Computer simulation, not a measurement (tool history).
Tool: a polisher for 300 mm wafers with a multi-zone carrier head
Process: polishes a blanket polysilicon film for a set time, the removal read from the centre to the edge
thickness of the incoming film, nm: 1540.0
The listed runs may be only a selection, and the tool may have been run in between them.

run  hour  flow of slurry (ml/min)  pressure of the head's centre zone  pressure of the head's middle zone  pressure of the head's edge zone  polishing time (s)  film removed at the wafer's centre (Å)  film removed at mid-radius (Å)  film removed at the wafer's edge (Å)
  1   0.0                      185                                1.00                                1.00                              1.00                  60                                  1771.1                          1825.7                                1785.6
  2   3.6                      185                                1.00                                1.00                              0.92                  60                                  1779.1                          1818.6                                1711.5
  3  11.3                      190                                0.99                                0.99                              0.96                  64                                  1882.3                          1936.4                                1872.2
  4  20.2                      220                                0.99                                0.99                              0.96                  64                                  1937.4                          1979.4                                1939.7
  5  23.4                      230                                0.98                                0.99                              0.99                  66                                  1984.5                          2037.1                                2015.4
  6  26.8                      235                                0.97                                0.99                              1.02                  69                                  2093.6                          2143.3                                2160.5
  7  31.8                      240                                0.96                                0.99                              1.05                  71                                  2183.9                          2217.4                                2226.1
  8  37.0                      245                                0.93                                0.98                              1.07                  73                                  2109.0                          2256.3                                2311.7
  9  38.6                      250                                0.92                                0.98                              1.09                  75                                  2189.4                          2334.1                                2415.7
 10  43.9                      250                                0.92                                0.98                              1.09                  75                                  2183.0                          2339.1                                2411.4
 11  50.0                      250                                0.91                                0.98                              1.10                  76                                  2168.3                          2379.1                                2460.2
 12  57.8                      250                                0.91                                0.98                              1.11                  77                                  2182.0                          2413.3                                2504.6

Predict the results of run 13:
 13  59.2                      250                                0.91                                0.98                              1.12                  78                                       ?                               ?                                     ?

Run 13 came out at film removed at the wafer's centre (Å) 2168.5, film removed at mid-radius (Å) 2436.4, film removed at the wafer's edge (Å) 2550.4.
